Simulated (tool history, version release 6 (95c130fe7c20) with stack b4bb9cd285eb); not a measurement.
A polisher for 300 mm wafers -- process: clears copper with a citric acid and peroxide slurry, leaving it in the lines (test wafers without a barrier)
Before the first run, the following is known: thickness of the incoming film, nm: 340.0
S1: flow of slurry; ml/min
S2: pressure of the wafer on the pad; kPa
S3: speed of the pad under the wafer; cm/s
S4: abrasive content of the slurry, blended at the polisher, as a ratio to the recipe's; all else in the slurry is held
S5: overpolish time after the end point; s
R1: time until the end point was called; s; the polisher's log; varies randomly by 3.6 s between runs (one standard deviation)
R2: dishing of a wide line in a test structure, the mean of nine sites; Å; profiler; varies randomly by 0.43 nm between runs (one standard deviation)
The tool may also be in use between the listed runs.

run,hour,S1,S2,S3,S4,S5,R1,R2
1,0,175,15.2,140,1,26,181.29,314.53
2,8.5,205,15.2,140,1,26,176.78,315.93
3,11.5,205,15.2,154,1,26,163.97,344.12
4,16.3,205,15.2,154,1,16,160.59,229.27
5,20.5,205,13.8,152,1,19,179.69,243.19
6,25.6,205,13.1,152,1,21,191.38,255.31
7,31.4,185,9,152,1,34,268.34,282.86

Run 8, settings as shown, results not yet in. Your forecast:
8,37.9,185,9,152,1,35,?,?

Logged for run 8: R1 264.56 s, R2 285.61 Å.
